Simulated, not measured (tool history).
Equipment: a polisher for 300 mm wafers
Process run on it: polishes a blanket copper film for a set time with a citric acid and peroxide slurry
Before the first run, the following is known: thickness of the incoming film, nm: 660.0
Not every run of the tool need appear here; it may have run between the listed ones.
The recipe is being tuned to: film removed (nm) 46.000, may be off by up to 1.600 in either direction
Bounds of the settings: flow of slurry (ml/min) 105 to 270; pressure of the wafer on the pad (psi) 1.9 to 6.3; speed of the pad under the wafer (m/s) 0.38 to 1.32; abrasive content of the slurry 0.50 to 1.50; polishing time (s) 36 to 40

run	day	flow of slurry (ml/min)	pressure of the wafer on the pad (psi)	speed of the pad under the wafer (m/s)	abrasive content of the slurry	polishing time (s)	film removed (nm)
1	0.000	175	4.1	0.84	1.00	40	110.450
2	0.233	175	3.6	0.84	1.00	40	97.800
3	0.283	175	3.6	0.84	1.10	40	101.190
4	0.483	175	3.6	0.74	1.10	40	90.722
5	0.854	175	3.4	0.72	1.10	40	83.517
6	1.208	175	3.4	0.60	1.10	40	72.723
7	1.250	175	3.2	0.60	1.10	40	68.787
8	1.404	175	3.0	0.60	1.10	40	64.713
9	1.692	175	2.9	0.60	1.10	40	64.257
10	1.929	175	2.8	0.60	1.10	40	60.217
11	2.300	175	2.7	0.60	1.10	40	59.378
12	2.517	175	2.6	0.60	1.10	40	56.755
13	2.617	175	2.5	0.60	1.10	40	54.630
14	2.692	165	1.9	0.58	1.10	40	41.506
15	3.054	170	1.9	0.58	1.10	40	41.515
16	3.308	175	1.9	0.58	1.10	40	41.689
17	3.675	180	2.0	0.58	1.10	40	43.330
18	3.950	200	2.2	0.58	1.10	40	48.354

Next run, 4 choices. One meets every target within its allowed miss, the rest don't. Which?
A	4.225	220	2.1	0.54	1.05	38	?
B	4.225	230	2.3	0.60	0.90	40	?
C	4.225	190	2.4	0.42	1.25	40	?
D	4.225	190	2.7	0.56	0.75	36	?

move	film removed (nm)
A	42.168
B	50.267
C	43.639
D	46.620
A: the result that was furthest off in the last run now lies on the other side of its target
B: lands further from the targets than the last run did
C: the result that was furthest off in the last run now lies on the other side of its target
D: each result inside its tolerance
D meets every target.
